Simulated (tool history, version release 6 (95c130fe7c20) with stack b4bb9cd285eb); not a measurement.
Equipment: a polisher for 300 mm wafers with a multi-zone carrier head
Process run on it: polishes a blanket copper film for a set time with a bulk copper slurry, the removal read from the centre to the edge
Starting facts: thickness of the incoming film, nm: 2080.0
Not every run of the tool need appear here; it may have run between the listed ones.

| run | hour | flow of slurry (ml/min) | pressure of the head's centre zone | pressure of the head's middle zone | pressure of the head's edge zone | abrasive content of the slurry | polishing time (s) | film removed at the wafer's centre (Å) | film removed at mid-radius (Å) | film removed at the wafer's edge (Å) |
|---|---|---|---|---|---|---|---|---|---|---|
| 1 | 0 | 205 | 1 | 1 | 1 | 1 | 50 | 4548.2 | 4675.9 | 4552.5 |
| 2 | 6.9 | 220 | 1.03 | 1.01 | 1.04 | 1.05 | 50 | 4820.2 | 4763 | 4815.5 |
| 3 | 10.3 | 265 | 1.03 | 1.01 | 1.04 | 1.05 | 50 | 4791.5 | 4940.1 | 4811.4 |
| 4 | 13.5 | 265 | 1.03 | 1.01 | 1.04 | 0.9 | 50 | 4784.4 | 4693.2 | 4697.1 |
| 5 | 21.4 | 265 | 1.03 | 1.01 | 1.04 | 0.9 | 55 | 5175.2 | 5184.2 | 5107.9 |
| 6 | 22.1 | 265 | 1.05 | 1.01 | 1.05 | 0.9 | 55 | 5222.6 | 5190.1 | 5129.5 |

Run 7, settings as shown, results not yet in. Your forecast:
| 7 | 23.3 | 265 | 1.08 | 1.01 | 1.06 | 0.9 | 55 | ? | ? | ? |

{"run 7": {"film removed at the wafer's centre (Å)": 5456.5, "film removed at mid-radius (Å)": 5206.2, "film removed at the wafer's edge (Å)": 5122.7}}
